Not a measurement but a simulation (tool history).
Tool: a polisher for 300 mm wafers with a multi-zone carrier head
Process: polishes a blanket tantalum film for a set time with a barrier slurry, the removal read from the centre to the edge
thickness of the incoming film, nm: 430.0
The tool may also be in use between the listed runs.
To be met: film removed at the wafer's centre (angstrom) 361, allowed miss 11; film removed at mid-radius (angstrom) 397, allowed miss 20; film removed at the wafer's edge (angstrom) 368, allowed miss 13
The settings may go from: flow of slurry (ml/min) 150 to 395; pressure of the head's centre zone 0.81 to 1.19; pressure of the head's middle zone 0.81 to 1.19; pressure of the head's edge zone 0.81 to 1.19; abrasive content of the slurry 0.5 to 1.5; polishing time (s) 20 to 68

run,hour,flow of slurry (ml/min),pressure of the head's centre zone,pressure of the head's middle zone,pressure of the head's edge zone,abrasive content of the slurry,polishing time (s),film removed at the wafer's centre (angstrom),film removed at mid-radius (angstrom),film removed at the wafer's edge (angstrom)
1,0,250,1,1,1,1,44,660.15,689.97,665.27
2,8.2,250,0.99,1,0.98,0.95,42,632.92,645.34,619.6
3,10.1,250,1.04,1,0.98,0.95,42,659.63,653.92,612.33
4,15.4,245,1.01,1,0.97,0.9,40,584.43,601.91,568.79
# hour 20.9: slurry nozzle cleaned
5,20.9,240,1,1,0.95,0.85,39,589.52,594.85,541.29
6,24.5,240,1,1,1,0.85,39,583.71,594.92,555.75
7,31.2,235,0.97,0.99,1,0.8,37,514.93,551.7,518.25
8,36.8,230,0.95,0.98,0.98,0.75,36,477.84,504.3,484.54

Which of these 5 next moves meets every target?
A,42.4,290,0.94,1.01,0.99,0.85,25,?,?,?
B,42.4,230,1.04,1.16,1.05,0.9,45,?,?,?
C,42.4,205,0.87,1.09,0.85,0.5,33,?,?,?
D,42.4,150,0.81,0.99,1.12,0.85,29,?,?,?
E,42.4,200,1.03,1.09,0.85,0.55,34,?,?,?

move,film removed at the wafer's centre (angstrom),film removed at mid-radius (angstrom),film removed at the wafer's edge (angstrom)
A,358.12,382.92,364.53
B,707.74,760.1,674.57
C,311.83,383.68,324.65
D,316.99,393.26,415.45
E,404.62,419.79,355.87
A: meets every target
B: further off than the last run
C: takes the result that was furthest off past its target
D: takes the result that was furthest off past its target
E: nearer than the last run, and not there yet
Move A is the one to make.
